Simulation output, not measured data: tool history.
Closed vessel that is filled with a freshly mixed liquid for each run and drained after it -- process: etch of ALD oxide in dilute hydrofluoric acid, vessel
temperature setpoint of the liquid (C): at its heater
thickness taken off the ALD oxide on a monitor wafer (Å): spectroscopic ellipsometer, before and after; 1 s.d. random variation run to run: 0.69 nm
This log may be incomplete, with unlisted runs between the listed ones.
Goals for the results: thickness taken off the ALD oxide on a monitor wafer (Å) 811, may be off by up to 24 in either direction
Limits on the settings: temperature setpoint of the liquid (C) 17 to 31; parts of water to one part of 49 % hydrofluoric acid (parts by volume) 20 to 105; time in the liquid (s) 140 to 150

run,hour,temperature setpoint of the liquid (C),parts of water to one part of 49 % hydrofluoric acid (parts by volume),time in the liquid (s),thickness taken off the ALD oxide on a monitor wafer (Å)
1,0,23,55,140,276.15
2,4.6,23,35,140,439.87
3,10.9,25.5,30,140,584.16
4,13.6,27,30,140,618.07
5,17.9,27,40,140,452.04
6,19.7,27,40,140,451.47
7,24.4,28,35,140,547.13
8,27.7,29,30,140,677.03
9,34,31,25,140,873.93
10,38.8,30.5,25,140,857.35

4 next moves are on the table. One of them brings every result within its allowed miss. Which?
A,43.6,30,30,150,?
B,43.6,30.5,30,145,?
C,43.6,29,25,140,?
D,43.6,28,25,140,?

move,thickness taken off the ALD oxide on a monitor wafer (Å)
A,750.72
B,740.34
C,813.97
D,781.52
A: moves the result that the last run missed by most past its target, out the other side
B: moves the result that the last run missed by most past its target, out the other side
C: in spec on every target
D: moves the result that the last run missed by most past its target, out the other side
The right move is C.
